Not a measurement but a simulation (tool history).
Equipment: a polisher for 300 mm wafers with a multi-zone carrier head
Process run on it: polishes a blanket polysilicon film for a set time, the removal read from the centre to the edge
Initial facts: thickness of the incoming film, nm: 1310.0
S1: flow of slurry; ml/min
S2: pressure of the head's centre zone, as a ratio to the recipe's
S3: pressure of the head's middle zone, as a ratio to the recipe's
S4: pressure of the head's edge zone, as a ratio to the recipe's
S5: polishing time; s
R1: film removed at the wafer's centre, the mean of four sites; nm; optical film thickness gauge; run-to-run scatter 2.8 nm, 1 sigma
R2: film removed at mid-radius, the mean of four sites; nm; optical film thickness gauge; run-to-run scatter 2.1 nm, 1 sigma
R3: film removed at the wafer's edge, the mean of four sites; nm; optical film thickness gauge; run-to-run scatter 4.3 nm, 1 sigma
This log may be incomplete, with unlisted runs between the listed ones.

run	day	S1	S2	S3	S4	S5	R1	R2	R3
1	0.000	260	1.00	1.00	1.00	65	491.66	483.89	493.02
2	0.125	260	1.08	1.00	1.00	65	516.45	485.67	482.89
3	0.429	260	1.08	0.92	1.00	65	523.44	450.47	482.25
4	0.746	250	1.04	0.89	0.99	59	455.31	394.56	439.28
5	1.062	215	1.04	0.89	0.99	59	453.94	387.91	438.68
6	1.325	215	1.11	0.89	0.99	59	483.15	390.57	424.69
7	1.512	210	1.07	0.87	0.97	55	434.19	357.85	387.88
8	1.642	175	0.97	0.81	1.05	44	300.95	262.62	323.18
9	1.721	200	0.98	0.82	1.05	44	317.97	271.50	329.45

Predict the results of run 10:
10	2.021	200	0.98	0.82	1.05	44	?	?	?

R1: 314.40 nm
R2: 269.05 nm
R3: 323.82 nm

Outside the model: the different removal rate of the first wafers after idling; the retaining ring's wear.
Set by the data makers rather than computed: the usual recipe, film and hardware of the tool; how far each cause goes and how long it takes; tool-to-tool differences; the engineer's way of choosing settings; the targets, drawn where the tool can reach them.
